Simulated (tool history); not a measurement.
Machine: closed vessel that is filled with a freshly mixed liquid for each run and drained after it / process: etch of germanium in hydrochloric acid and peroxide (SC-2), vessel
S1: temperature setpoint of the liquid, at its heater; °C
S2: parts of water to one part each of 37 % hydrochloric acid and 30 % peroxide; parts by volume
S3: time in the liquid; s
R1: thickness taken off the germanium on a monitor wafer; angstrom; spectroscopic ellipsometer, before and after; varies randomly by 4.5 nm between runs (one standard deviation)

run,hour,S1,S2,S3,R1
1,0.0,62.0,11.5,105,6114.7
2,3.1,64.0,11.5,105,6435.0
3,9.9,66.0,11.5,105,6927.0
4,13.3,59.0,11.5,105,5591.2
5,18.6,62.0,11.5,105,6049.5
6,25.7,62.0,11.5,105,6133.0
7,27.7,64.0,11.5,105,6508.7
8,35.0,65.5,11.5,105,6791.3
9,38.1,66.5,11.5,105,6986.7
10,46.4,67.5,11.5,105,7183.1
11,52.9,68.5,11.5,105,7415.1

Run 12, settings as shown, results not yet in. Your forecast:
12,60.2,68.5,11.5,105,?

Run 12 gave R1 7336.2 angstrom.
